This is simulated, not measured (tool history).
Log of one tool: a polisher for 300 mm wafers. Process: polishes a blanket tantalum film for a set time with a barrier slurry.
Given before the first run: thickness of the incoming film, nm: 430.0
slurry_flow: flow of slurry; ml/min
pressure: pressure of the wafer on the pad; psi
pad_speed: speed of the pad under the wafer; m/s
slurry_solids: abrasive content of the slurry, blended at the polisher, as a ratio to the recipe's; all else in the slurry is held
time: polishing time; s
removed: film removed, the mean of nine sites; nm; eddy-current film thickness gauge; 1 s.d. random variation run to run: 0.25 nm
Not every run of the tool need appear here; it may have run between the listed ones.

{"run": 1, "day": 0.0, "slurry_flow": 135, "pressure": 1.2, "pad_speed": 1.14, "slurry_solids": 1.0, "time": 40, "removed": 50.483}
{"run": 2, "day": 0.104, "slurry_flow": 110, "pressure": 1.2, "pad_speed": 1.14, "slurry_solids": 1.0, "time": 40, "removed": 48.357}
{"run": 3, "day": 0.162, "slurry_flow": 110, "pressure": 1.2, "pad_speed": 1.36, "slurry_solids": 1.0, "time": 40, "removed": 56.378}
{"run": 4, "day": 0.183, "slurry_flow": 110, "pressure": 1.2, "pad_speed": 1.36, "slurry_solids": 1.0, "time": 40, "removed": 57.589}
{"run": 5, "day": 0.458, "slurry_flow": 110, "pressure": 1.2, "pad_speed": 1.36, "slurry_solids": 1.1, "time": 40, "removed": 59.024}
{"run": 6, "day": 0.596, "slurry_flow": 110, "pressure": 1.4, "pad_speed": 1.36, "slurry_solids": 1.1, "time": 40, "removed": 66.544}
{"run": 7, "day": 0.729, "slurry_flow": 105, "pressure": 1.3, "pad_speed": 1.32, "slurry_solids": 1.1, "time": 40, "removed": 61.323}

Estimate the outcome of run 8 from the log above:
{"run": 8, "day": 1.054, "slurry_flow": 105, "pressure": 1.2, "pad_speed": 1.28, "slurry_solids": 1.1, "time": 40, "removed": "?"}

removed: 55.229 nm
